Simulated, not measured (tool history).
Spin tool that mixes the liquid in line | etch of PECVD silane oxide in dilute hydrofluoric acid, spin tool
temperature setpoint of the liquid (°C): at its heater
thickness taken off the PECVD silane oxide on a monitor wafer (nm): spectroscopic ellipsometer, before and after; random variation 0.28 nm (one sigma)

run,hour,temperature setpoint of the liquid (°C),parts of water to one part of 49 % hydrofluoric acid (parts by volume),time under the liquid (s),thickness taken off the PECVD silane oxide on a monitor wafer (nm)
1,0.0,23.0,120,170,61.201
2,5.0,23.0,140,170,51.556
3,8.9,24.5,140,170,54.902
4,11.8,24.5,140,170,54.631
5,18.6,22.5,140,170,51.021
6,22.2,21.0,140,170,47.492

Forecast run 7:
7,31.0,20.0,140,170,?

thickness taken off the PECVD silane oxide on a monitor wafer (nm): 46.012

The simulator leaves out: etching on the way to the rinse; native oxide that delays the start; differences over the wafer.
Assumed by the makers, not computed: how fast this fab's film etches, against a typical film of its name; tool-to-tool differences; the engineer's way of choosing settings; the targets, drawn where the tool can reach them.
